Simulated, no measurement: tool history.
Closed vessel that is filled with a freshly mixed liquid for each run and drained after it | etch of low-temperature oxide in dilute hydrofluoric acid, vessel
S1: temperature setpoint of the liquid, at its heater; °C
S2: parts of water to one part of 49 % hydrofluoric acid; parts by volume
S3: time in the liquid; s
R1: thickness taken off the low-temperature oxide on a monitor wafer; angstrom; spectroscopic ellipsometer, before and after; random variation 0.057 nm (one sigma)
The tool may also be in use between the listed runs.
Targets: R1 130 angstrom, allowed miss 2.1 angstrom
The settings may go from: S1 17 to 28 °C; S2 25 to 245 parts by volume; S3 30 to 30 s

run,hour,S1,S2,S3,R1
1,0,20,135,30,70.064
2,5.2,21.5,130,30,77.914
3,13,21.5,130,30,78.312
4,16.4,23,130,30,82.446
5,20.1,25.5,130,30,91.059
6,24,25.5,130,30,91.225
7,27.3,26,125,30,97.119
8,30.1,26.5,120,30,103.79
9,31.5,27,115,30,110.96
10,33.2,27.5,105,30,125.19
11,40.8,28,105,30,127.69
12,47.5,28,100,30,135.05
13,55.4,27.5,100,30,133.35

4 next moves are on the table. One of them brings every result within its allowed miss. Which?
A,63.3,26.5,95,30,?
B,63.3,28,100,30,?
C,63.3,20,75,30,?
D,63.3,27,100,30,?

move,R1
A,135.69
B,135.77
C,135.21
D,130.63
A: further off than the last run
B: further off than the last run
C: further off than the last run
D: meets every target
The right move is D.
